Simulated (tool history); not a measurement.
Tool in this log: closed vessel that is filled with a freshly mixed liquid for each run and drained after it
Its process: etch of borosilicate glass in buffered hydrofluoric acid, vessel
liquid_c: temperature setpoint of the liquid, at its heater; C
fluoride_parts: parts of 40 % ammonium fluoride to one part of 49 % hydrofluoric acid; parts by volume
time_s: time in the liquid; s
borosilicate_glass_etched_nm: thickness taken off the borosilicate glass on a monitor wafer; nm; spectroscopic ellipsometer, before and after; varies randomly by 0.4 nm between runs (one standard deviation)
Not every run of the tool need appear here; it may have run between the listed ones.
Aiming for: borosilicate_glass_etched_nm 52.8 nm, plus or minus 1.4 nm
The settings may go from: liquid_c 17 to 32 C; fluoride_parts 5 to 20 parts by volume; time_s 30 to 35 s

{"run": 1, "day": 0.0, "liquid_c": 24, "fluoride_parts": 12, "time_s": 35, "borosilicate_glass_etched_nm": 38.16}
{"run": 2, "day": 0.312, "liquid_c": 24, "fluoride_parts": 12, "time_s": 30, "borosilicate_glass_etched_nm": 33.093}
{"run": 3, "day": 0.429, "liquid_c": 26.5, "fluoride_parts": 12, "time_s": 30, "borosilicate_glass_etched_nm": 37.874}
{"run": 4, "day": 0.642, "liquid_c": 26.5, "fluoride_parts": 9, "time_s": 30, "borosilicate_glass_etched_nm": 48.7}
{"run": 5, "day": 0.9, "liquid_c": 27, "fluoride_parts": 9, "time_s": 30, "borosilicate_glass_etched_nm": 49.693}
{"run": 6, "day": 1.146, "liquid_c": 27, "fluoride_parts": 5.5, "time_s": 30, "borosilicate_glass_etched_nm": 80.719}
{"run": 7, "day": 1.179, "liquid_c": 24, "fluoride_parts": 6, "time_s": 30, "borosilicate_glass_etched_nm": 64.01}
{"run": 8, "day": 1.279, "liquid_c": 22.5, "fluoride_parts": 6, "time_s": 30, "borosilicate_glass_etched_nm": 58.736}
{"run": 9, "day": 1.529, "liquid_c": 22, "fluoride_parts": 6, "time_s": 30, "borosilicate_glass_etched_nm": 57.923}
{"run": 10, "day": 1.812, "liquid_c": 21.5, "fluoride_parts": 6, "time_s": 30, "borosilicate_glass_etched_nm": 56.533}
{"run": 11, "day": 1.858, "liquid_c": 21, "fluoride_parts": 6, "time_s": 30, "borosilicate_glass_etched_nm": 54.847}

Consider the 5 candidate settings below. Which is the only one whose results all fall within their allowed miss of target?
{"run": "A", "day": 1.904, "liquid_c": 21.5, "fluoride_parts": 6, "time_s": 30, "borosilicate_glass_etched_nm": "?"}
{"run": "B", "day": 1.904, "liquid_c": 23, "fluoride_parts": 7.5, "time_s": 35, "borosilicate_glass_etched_nm": "?"}
{"run": "C", "day": 1.904, "liquid_c": 19, "fluoride_parts": 5, "time_s": 30, "borosilicate_glass_etched_nm": "?"}
{"run": "D", "day": 1.904, "liquid_c": 24.5, "fluoride_parts": 8, "time_s": 35, "borosilicate_glass_etched_nm": "?"}
{"run": "E", "day": 1.904, "liquid_c": 21.5, "fluoride_parts": 7.5, "time_s": 35, "borosilicate_glass_etched_nm": "?"}

move=A borosilicate_glass_etched_nm=56.566
move=B borosilicate_glass_etched_nm=57.701
move=C borosilicate_glass_etched_nm=58.194
move=D borosilicate_glass_etched_nm=58.216
move=E borosilicate_glass_etched_nm=53.226
A: lands further from the targets than the last run did
B: lands further from the targets than the last run did
C: lands further from the targets than the last run did
D: lands further from the targets than the last run did
E: every result lands within tolerance
Move E is the one to make.

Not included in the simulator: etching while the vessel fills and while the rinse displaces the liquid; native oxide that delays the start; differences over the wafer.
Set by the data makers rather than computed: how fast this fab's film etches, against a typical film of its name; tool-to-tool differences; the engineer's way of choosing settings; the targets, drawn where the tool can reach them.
